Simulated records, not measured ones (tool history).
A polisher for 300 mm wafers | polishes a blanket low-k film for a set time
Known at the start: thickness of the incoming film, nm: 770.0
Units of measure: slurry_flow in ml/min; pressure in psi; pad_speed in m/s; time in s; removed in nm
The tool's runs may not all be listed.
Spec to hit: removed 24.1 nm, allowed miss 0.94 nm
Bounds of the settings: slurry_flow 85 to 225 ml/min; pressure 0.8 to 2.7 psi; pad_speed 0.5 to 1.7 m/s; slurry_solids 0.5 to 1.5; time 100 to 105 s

run,day,slurry_flow,pressure,pad_speed,slurry_solids,time,removed
1,0,145,1.7,1.1,1,100,36.363
2,0.292,145,1.7,1.22,1,100,38.454
3,0.429,145,1.5,1.22,1,100,33.51
4,0.712,145,1.4,1.22,1,100,32.738
5,0.9,145,1.3,1.22,1,100,29.371
6,1.162,145,1.3,1.22,1,105,30.939
7,1.292,145,1.2,1.22,1,105,28.729
8,1.55,130,0.9,1.2,1,105,21.432
9,1.658,135,0.9,1.2,1,105,21.275
10,1.788,140,0.9,1.2,1,105,21.523
11,1.912,145,0.9,1.2,1,105,22.001
12,2.229,150,0.9,1.2,1,105,21.591

Of the 5 settings listed for the next run, only one would bring every result within its allowed miss of target. Which one?
A,2.546,160,0.9,1.12,0.95,103,?
B,2.546,140,1,1.22,0.7,100,?
C,2.546,160,1,1.26,1,101,?
D,2.546,140,0.8,1.28,1.05,100,?
E,2.546,150,1,1.3,1.1,105,?

move,removed
A,20.364
B,20.158
C,24.359
D,19.593
E,26.453
A: its largest miss is bigger than the last run's
B: its largest miss is bigger than the last run's
C: all results in spec
D: its largest miss is bigger than the last run's
E: the result that was furthest off in the last run now lies on the other side of its target
Move C is the one to make.

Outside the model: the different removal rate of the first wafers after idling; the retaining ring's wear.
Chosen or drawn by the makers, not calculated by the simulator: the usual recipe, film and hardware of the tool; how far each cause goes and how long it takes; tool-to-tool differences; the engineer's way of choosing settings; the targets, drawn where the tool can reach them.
